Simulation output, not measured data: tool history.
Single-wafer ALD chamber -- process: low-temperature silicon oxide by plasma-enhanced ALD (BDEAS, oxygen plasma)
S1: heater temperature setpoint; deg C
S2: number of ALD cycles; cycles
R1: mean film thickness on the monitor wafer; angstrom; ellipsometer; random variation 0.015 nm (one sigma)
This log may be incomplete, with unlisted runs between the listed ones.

{"run": 1, "day": 0.0, "S1": 110, "S2": 34, "R1": 47.826}
{"run": 2, "day": 0.154, "S1": 112, "S2": 33, "R1": 46.393}
{"run": 3, "day": 0.483, "S1": 102, "S2": 33, "R1": 47.439}
{"run": 4, "day": 0.792, "S1": 102, "S2": 37, "R1": 52.62}
{"run": 5, "day": 0.917, "S1": 92, "S2": 37, "R1": 54.223}
{"run": 6, "day": 1.0, "S1": 100, "S2": 37, "R1": 53.043}

For run 7, what comes out?
{"run": 7, "day": 1.092, "S1": 104, "S2": 36, "R1": "?"}

{"run 7": {"R1": 51.337}}
